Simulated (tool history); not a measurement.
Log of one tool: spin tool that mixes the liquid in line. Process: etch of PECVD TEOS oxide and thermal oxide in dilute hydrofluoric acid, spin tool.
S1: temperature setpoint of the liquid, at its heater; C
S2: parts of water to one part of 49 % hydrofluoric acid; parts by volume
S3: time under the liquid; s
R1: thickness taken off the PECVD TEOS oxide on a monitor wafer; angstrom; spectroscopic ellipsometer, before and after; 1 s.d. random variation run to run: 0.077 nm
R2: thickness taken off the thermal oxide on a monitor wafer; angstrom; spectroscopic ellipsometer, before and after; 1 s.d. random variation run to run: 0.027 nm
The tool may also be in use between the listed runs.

run	hour	S1	S2	S3	R1	R2
1	0	24	65	45	180.97	37.657
2	7.3	24	65	40	160.44	32.626
3	13.4	23.5	65	40	156.82	31.843
4	16.9	23.5	65	50	196.73	40.541
# hour 18.5: hydrofluoric acid flow meter replaced
5	18.5	23.5	65	60	217.73	44.473
6	26.5	22	65	60	202.52	41.223
7	33.1	21	65	60	196.07	40.354
8	34.7	20	65	60	186.74	38.34
9	36.9	19.5	65	60	182.48	37.234

Run 10, settings as shown, results not yet in. Your forecast:
10	37.8	19.5	65	60	?	?

R1: 184.09 angstrom
R2: 37.344 angstrom
